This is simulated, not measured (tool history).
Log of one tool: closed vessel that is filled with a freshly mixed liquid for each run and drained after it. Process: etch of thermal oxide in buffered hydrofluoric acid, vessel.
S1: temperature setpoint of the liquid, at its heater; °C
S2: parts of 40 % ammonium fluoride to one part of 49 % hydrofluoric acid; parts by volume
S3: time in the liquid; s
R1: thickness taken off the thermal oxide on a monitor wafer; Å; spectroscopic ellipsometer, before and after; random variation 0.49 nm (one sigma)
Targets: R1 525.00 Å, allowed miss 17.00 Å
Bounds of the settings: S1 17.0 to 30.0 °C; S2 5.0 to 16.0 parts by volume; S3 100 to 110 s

run 1 hour=0.0 | S1=22.0 S2=9.5 S3=100 | R1=927.44
run 2 hour=5.0 | S1=21.0 S2=10.0 S3=100 | R1=850.37
run 3 hour=11.6 | S1=20.0 S2=10.5 S3=100 | R1=764.66
run 4 hour=12.5 | S1=20.0 S2=10.5 S3=100 | R1=772.19
run 5 hour=13.5 | S1=20.0 S2=10.5 S3=100 | R1=768.33
run 6 hour=16.1 | S1=20.0 S2=10.5 S3=100 | R1=763.89
run 7 hour=23.5 | S1=19.5 S2=11.0 S3=100 | R1=705.62
run 8 hour=25.8 | S1=19.0 S2=11.5 S3=100 | R1=668.52
run 9 hour=30.0 | S1=18.5 S2=12.0 S3=100 | R1=622.33
run 10 hour=32.7 | S1=18.0 S2=12.0 S3=100 | R1=603.80
run 11 hour=38.3 | S1=17.5 S2=12.5 S3=100 | R1=556.27
run 12 hour=43.1 | S1=17.0 S2=12.5 S3=100 | R1=543.39

4 next moves are on the table. One of them brings every result within its allowed miss. Which?
run A hour=47.9 | S1=18.5 S2=15.5 S3=100 | R1=?
run B hour=47.9 | S1=17.0 S2=13.0 S3=100 | R1=?
run C hour=47.9 | S1=17.0 S2=13.0 S3=105 | R1=?
run D hour=47.9 | S1=17.0 S2=12.0 S3=100 | R1=?

move=A R1=480.17
move=B R1=524.10
move=C R1=550.30
move=D R1=566.86
A: takes the result that was furthest off past its target
B: meets every target
C: further off than the last run
D: further off than the last run
Move B is the one to make.
